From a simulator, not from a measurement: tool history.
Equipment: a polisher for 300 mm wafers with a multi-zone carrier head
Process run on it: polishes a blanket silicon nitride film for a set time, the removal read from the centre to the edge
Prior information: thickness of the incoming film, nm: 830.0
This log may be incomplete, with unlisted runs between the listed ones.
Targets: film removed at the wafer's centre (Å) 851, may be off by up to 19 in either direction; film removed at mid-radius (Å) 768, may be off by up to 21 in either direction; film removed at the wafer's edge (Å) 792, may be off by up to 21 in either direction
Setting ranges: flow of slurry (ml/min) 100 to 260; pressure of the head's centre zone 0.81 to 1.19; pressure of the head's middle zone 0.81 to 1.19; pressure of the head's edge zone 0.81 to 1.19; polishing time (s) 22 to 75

run	hour	flow of slurry (ml/min)	pressure of the head's centre zone	pressure of the head's middle zone	pressure of the head's edge zone	polishing time (s)	film removed at the wafer's centre (Å)	film removed at mid-radius (Å)	film removed at the wafer's edge (Å)
1	0	165	1	1	1	48	555.37	567.47	571.81
2	6.3	170	1.02	1.01	1.02	49	577.2	582.81	583.4
3	12	170	1.02	0.98	1.02	49	587.4	569.84	587.85
4	17.6	170	0.98	0.98	1.02	49	562.76	557.45	588.83
5	20.9	135	0.98	0.98	1.02	49	530.1	541.56	580.79
6	21.6	140	0.99	0.98	1.03	50	553.65	555.1	594.79
7	27	145	1	0.98	1.04	51	578.23	572.62	615.03
8	28.8	195	1.1	1.08	1.14	57	760.45	719.7	738.23
9	37.4	245	1.15	1.09	1.19	58	821.53	771.08	776.97

Next run, 5 choices. One meets every target within its allowed miss, the rest don't. Which?
A	46	235	1.17	1.11	1.14	57	?	?	?
B	46	255	1.07	1.07	1.18	60	?	?	?
C	46	250	1.1	1.11	1.17	59	?	?	?
D	46	250	1.07	1.02	1.15	61	?	?	?
E	46	255	1.13	1.03	1.11	61	?	?	?

move	film removed at the wafer's centre (Å)	film removed at mid-radius (Å)	film removed at the wafer's edge (Å)
A	819.15	747.31	746.1
B	797.55	770.1	804.63
C	804.21	779.52	786.23
D	808.52	750.05	807.21
E	855.57	757.8	795.18
A: further off than the last run
B: further off than the last run
C: further off than the last run
D: further off than the last run
E: each result inside its tolerance
Move E is the one to make.

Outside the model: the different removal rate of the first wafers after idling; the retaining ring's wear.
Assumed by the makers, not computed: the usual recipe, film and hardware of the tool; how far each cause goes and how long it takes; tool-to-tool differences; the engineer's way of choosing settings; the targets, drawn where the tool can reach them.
